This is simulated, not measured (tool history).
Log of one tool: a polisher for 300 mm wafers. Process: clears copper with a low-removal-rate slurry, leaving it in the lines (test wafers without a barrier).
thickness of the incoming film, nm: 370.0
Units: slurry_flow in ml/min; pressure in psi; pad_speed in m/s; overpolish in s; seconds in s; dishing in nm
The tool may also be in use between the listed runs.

| run | hour | slurry_flow | pressure | pad_speed | slurry_solids | overpolish | seconds | dishing |
|---|---|---|---|---|---|---|---|---|
| 1 | 0 | 160 | 2.3 | 1.02 | 1 | 8 | 154.31 | 15.361 |
| 2 | 4.2 | 160 | 2.3 | 1.02 | 1 | 5 | 152.49 | 9.6322 |
| 3 | 5.7 | 160 | 2.3 | 1.02 | 1 | 3 | 155.24 | 5.6768 |
| 4 | 12.2 | 160 | 2.3 | 1.02 | 0.8 | 3 | 169.71 | 5.6475 |
| 5 | 13.2 | 160 | 2.3 | 1.28 | 0.8 | 3 | 131.9 | 6.4257 |
| 6 | 15.7 | 160 | 2.1 | 1.24 | 0.85 | 4 | 147.12 | 8.159 |
| 7 | 19.7 | 160 | 1.9 | 1.24 | 0.85 | 4 | 158.4 | 7.9469 |
| 8 | 23.2 | 160 | 1.7 | 1.24 | 0.85 | 4 | 175.72 | 6.6348 |
|  | 30.3 | slurry nozzle cleaned |
| 9 | 30.3 | 160 | 1.6 | 1.24 | 0.85 | 5 | 165.63 | 9.0186 |
| 10 | 38.4 | 160 | 1.4 | 1.24 | 0.85 | 5 | 180.12 | 8.1978 |

Forecast run 11:
| 11 | 42.6 | 150 | 1.1 | 1.22 | 0.85 | 7 | ? | ? |

Run 11 gave seconds 238.09 s, dishing 8.8992 nm.

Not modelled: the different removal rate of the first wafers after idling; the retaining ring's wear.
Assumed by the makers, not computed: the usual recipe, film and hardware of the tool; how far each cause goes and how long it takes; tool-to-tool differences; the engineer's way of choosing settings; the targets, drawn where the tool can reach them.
